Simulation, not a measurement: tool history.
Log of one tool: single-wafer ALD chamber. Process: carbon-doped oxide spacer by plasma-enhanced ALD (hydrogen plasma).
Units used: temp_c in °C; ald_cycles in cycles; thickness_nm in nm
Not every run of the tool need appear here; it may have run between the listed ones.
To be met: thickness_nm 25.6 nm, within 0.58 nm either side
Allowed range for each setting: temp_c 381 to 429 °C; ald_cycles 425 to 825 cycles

| run | hour | temp_c | ald_cycles | thickness_nm |
|---|---|---|---|---|
| 1 | 0 | 405 | 625 | 31.537 |
| 2 | 5.1 | 405 | 691 | 35.095 |
| 3 | 15.2 | 414 | 691 | 33.927 |
| 4 | 20 | 405 | 691 | 34.977 |
| 5 | 23.5 | 400 | 691 | 34.937 |
| 6 | 29.1 | 405 | 691 | 34.866 |
| 7 | 34.6 | 406 | 653 | 33.015 |
| 8 | 42.7 | 407 | 619 | 31.087 |
| 9 | 45.3 | 408 | 595 | 29.973 |
| 10 | 52.3 | 409 | 576 | 28.911 |
| 11 | 59.7 | 410 | 562 | 28.114 |
| 12 | 68.9 | 418 | 508 | 24.693 |
| 13 | 74.5 | 417 | 510 | 24.942 |

Consider the 4 candidate settings below. Which is the only one whose results all fall within their allowed miss of target?
| A | 80.1 | 413 | 543 | ? |
| B | 80.1 | 415 | 493 | ? |
| C | 80.1 | 409 | 511 | ? |
| D | 80.1 | 421 | 497 | ? |

| move | thickness_nm |
|---|---|
| A | 26.824 |
| B | 24.202 |
| C | 25.558 |
| D | 23.939 |
A: the result that was furthest off in the last run now lies on the other side of its target
B: its largest miss is bigger than the last run's
C: each result inside its tolerance
D: its largest miss is bigger than the last run's
C meets every target.
